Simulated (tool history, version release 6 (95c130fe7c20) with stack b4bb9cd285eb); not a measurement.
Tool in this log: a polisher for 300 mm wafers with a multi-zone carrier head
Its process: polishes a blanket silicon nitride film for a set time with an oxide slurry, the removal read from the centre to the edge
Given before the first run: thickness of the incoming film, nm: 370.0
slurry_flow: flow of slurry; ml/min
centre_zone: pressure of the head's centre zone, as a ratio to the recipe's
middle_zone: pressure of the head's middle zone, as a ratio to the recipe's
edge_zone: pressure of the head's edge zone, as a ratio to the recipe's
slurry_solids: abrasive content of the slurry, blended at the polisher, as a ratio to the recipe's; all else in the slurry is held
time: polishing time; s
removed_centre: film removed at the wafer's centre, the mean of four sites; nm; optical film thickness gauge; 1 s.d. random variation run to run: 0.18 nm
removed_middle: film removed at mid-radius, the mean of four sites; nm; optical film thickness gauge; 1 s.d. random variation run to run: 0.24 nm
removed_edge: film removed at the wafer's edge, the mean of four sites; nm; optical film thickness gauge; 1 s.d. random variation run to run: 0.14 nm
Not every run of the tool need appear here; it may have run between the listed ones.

run	hour	slurry_flow	centre_zone	middle_zone	edge_zone	slurry_solids	time	removed_centre	removed_middle	removed_edge
1	0	200	1	1	1	1	35	11.92	12.058	11.782
2	7.4	205	0.96	1.02	1.05	1.15	36	12.418	13.28	13.376
3	11.5	205	0.88	1.02	1.05	1.15	36	11.671	13.115	13.464
4	13.5	205	0.88	1.02	1.05	1.35	36	12.379	13.996	14.23
5	15.5	215	0.89	1.05	1.09	1.4	37	13.224	15.404	15.406
6	18.5	215	0.89	1.05	1.01	1.4	37	13.167	15.192	14.552
7	26.3	250	0.89	1.11	1.11	1.5	40	14.815	17.952	17.41

Run 8 comes next. What will it give?
8	30	250	0.89	1.11	1.13	1.5	40	?	?	?

{"run 8": {"removed_centre": 14.83, "removed_middle": 17.894, "removed_edge": 17.437}}
